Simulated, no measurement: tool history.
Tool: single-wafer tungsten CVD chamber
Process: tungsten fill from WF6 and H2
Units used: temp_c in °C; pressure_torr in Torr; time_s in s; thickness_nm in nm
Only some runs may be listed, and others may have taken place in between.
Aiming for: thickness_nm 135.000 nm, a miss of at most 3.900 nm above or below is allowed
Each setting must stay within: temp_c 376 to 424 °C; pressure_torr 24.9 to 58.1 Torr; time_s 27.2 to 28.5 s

run 1 day=0.000 | temp_c=400 pressure_torr=41.5 time_s=28.5 | thickness_nm=98.832
run 2 day=0.092 | temp_c=400 pressure_torr=38.5 time_s=28.5 | thickness_nm=96.386
run 3 day=0.204 | temp_c=400 pressure_torr=42.8 time_s=28.5 | thickness_nm=99.172
run 4 day=0.458 | temp_c=400 pressure_torr=39.3 time_s=28.5 | thickness_nm=96.453
run 5 day=0.671 | temp_c=400 pressure_torr=39.3 time_s=27.2 | thickness_nm=92.763
run 6 day=0.767 | temp_c=400 pressure_torr=39.3 time_s=28.5 | thickness_nm=96.532
run 7 day=0.842 | temp_c=404 pressure_torr=39.7 time_s=28.5 | thickness_nm=103.640
-- day=0.933 capacitance manometer re-zeroed and calibrated
run 8 day=0.933 | temp_c=416 pressure_torr=41.1 time_s=28.5 | thickness_nm=130.140

Below are 5 possible settings for the next run. Only one of them brings all results inside the allowed miss of their targets. Which is it?
run A day=1.025 | temp_c=424 pressure_torr=40.2 time_s=28.5 | thickness_nm=?
run B day=1.025 | temp_c=416 pressure_torr=42.4 time_s=27.4 | thickness_nm=?
run C day=1.025 | temp_c=413 pressure_torr=41.5 time_s=28.2 | thickness_nm=?
run D day=1.025 | temp_c=423 pressure_torr=36.2 time_s=28.0 | thickness_nm=?
run E day=1.025 | temp_c=421 pressure_torr=30.6 time_s=28.0 | thickness_nm=?

move=A thickness_nm=144.450
move=B thickness_nm=125.680
move=C thickness_nm=122.740
move=D thickness_nm=135.490
move=E thickness_nm=125.310
A: the result that was furthest off in the last run now lies on the other side of its target
B: lands further from the targets than the last run did
C: lands further from the targets than the last run did
D: all results in spec
E: lands further from the targets than the last run did
The right move is D.
